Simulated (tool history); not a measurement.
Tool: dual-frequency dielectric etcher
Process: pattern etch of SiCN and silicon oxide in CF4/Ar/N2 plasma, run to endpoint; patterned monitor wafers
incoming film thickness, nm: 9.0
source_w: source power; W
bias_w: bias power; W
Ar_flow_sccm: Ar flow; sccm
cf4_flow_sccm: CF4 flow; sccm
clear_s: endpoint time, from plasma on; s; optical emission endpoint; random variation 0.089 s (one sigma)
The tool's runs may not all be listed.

run  hour  source_w  bias_w  Ar_flow_sccm  cf4_flow_sccm  clear_s
  1   0.0       470      69           112             72   9.2673
  2   9.0       470      69           112             81   9.2517
  3  12.1       430      69           112             81   9.9676
  4  13.2       430      69           112             87   9.9770
  5  13.7       430      69           112             80   9.9436
  6  20.7       430      77           112             80   9.6997
     28.2  -- CF4 flow controller replaced
  7  28.2       420      77           112             80   9.7617

Forecast run 8:
  8  29.6       410      77           112             80        ?

clear_s: 10.2700 s
